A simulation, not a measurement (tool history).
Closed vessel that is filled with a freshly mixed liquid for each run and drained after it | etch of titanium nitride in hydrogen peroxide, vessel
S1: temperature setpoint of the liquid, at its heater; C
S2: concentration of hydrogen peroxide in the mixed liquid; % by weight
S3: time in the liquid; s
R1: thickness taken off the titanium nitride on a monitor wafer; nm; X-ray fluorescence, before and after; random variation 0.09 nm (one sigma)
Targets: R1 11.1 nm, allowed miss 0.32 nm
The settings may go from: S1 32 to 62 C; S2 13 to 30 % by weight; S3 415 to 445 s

run 1 day=0 | S1=46 S2=24 S3=415 | R1=14.366
run 2 day=0.233 | S1=45.5 S2=24 S3=415 | R1=13.532
run 3 day=0.283 | S1=45.5 S2=24 S3=445 | R1=14.772
run 4 day=0.533 | S1=45.5 S2=24 S3=415 | R1=13.702
run 5 day=0.671 | S1=45.5 S2=24 S3=445 | R1=14.882
run 6 day=0.842 | S1=45.5 S2=28 S3=445 | R1=15.306
run 7 day=1.146 | S1=45.5 S2=28 S3=445 | R1=15.229
run 8 day=1.492 | S1=45 S2=28 S3=445 | R1=14.518
run 9 day=1.579 | S1=40.5 S2=28 S3=445 | R1=10.429

Which of these 4 next moves meets every target?
run A day=1.667 | S1=40.5 S2=30 S3=435 | R1=?
run B day=1.667 | S1=42.5 S2=26 S3=445 | R1=?
run C day=1.667 | S1=42 S2=25 S3=430 | R1=?
run D day=1.667 | S1=42.5 S2=28 S3=435 | R1=?

move=A R1=10.543
move=B R1=12.17
move=C R1=11.226
move=D R1=12.092
A: nearer than the last run, and not there yet
B: takes the result that was furthest off past its target
C: meets every target
D: takes the result that was furthest off past its target
Move C is the one to make.

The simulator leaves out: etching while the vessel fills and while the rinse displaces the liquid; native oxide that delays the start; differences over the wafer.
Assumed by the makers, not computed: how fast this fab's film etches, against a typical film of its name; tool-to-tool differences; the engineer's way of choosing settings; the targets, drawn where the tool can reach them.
